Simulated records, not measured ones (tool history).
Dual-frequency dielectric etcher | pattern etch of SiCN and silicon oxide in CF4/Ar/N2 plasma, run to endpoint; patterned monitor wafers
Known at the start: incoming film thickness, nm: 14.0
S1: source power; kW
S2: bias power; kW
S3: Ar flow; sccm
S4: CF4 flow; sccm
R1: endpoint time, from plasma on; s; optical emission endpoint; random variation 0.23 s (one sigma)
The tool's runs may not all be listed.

{"run": 1, "hour": 0.0, "S1": 0.43, "S2": 0.066, "S3": 106, "S4": 63, "R1": 19.249}
{"run": 2, "hour": 3.2, "S1": 0.38, "S2": 0.059, "S3": 118, "S4": 56, "R1": 24.071}
{"run": 3, "hour": 11.5, "S1": 0.38, "S2": 0.059, "S3": 118, "S4": 49, "R1": 24.823}
{"run": 4, "hour": 14.0, "S1": 0.34, "S2": 0.055, "S3": 121, "S4": 48, "R1": 29.383}
{"run": 5, "hour": 16.3, "S1": 0.4, "S2": 0.055, "S3": 121, "S4": 48, "R1": 24.083}
{"run": 6, "hour": 20.6, "S1": 0.4, "S2": 0.045, "S3": 121, "S4": 48, "R1": 25.961}
{"run": 7, "hour": 29.3, "S1": 0.36, "S2": 0.044, "S3": 121, "S4": 48, "R1": 29.455}

Forecast run 8:
{"run": 8, "hour": 35.8, "S1": 0.34, "S2": 0.044, "S3": 121, "S4": 48, "R1": "?"}

Run 8 gave R1 31.323 s.

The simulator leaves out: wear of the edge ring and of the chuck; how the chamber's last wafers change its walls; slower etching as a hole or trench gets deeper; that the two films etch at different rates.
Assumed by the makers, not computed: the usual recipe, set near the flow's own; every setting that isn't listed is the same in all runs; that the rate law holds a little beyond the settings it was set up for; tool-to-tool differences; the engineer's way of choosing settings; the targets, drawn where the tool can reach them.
